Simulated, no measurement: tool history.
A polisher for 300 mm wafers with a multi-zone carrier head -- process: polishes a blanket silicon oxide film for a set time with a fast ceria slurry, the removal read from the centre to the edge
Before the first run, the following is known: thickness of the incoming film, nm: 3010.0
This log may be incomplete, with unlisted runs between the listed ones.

run    day  flow of slurry (ml/min)  pressure of the head's centre zone  pressure of the head's middle zone  pressure of the head's edge zone  polishing time (s)  film removed at the wafer's centre (Å)  film removed at mid-radius (Å)  film removed at the wafer's edge (Å)
  1  0.000                      150                                1.00                                1.00                              1.00                  41                                  3913.5                          3756.1                                3951.2
  2  0.096                      170                                1.00                                1.00                              1.00                  41                                  4005.8                          3920.6                                3945.5
  3  0.342                      205                                1.00                                1.00                              1.00                  41                                  4125.4                          4043.0                                3964.5
  4  0.562                      205                                1.06                                1.00                              1.00                  41                                  4349.4                          4045.1                                4052.8
  5  0.808                      195                                1.03                                0.99                              1.01                  39                                  4043.0                          3778.2                                3782.2
  6  1.012                      195                                1.03                                0.99                              1.09                  39                                  4023.8                          3750.3                                3974.8

Estimate the outcome of run 7 from the log above:
  7  1.333                      155                                0.93                                0.89                              0.99                  28                                       ?                               ?                                     ?

film removed at the wafer's centre (Å): 2506.5
film removed at mid-radius (Å): 2459.5
film removed at the wafer's edge (Å): 2661.9
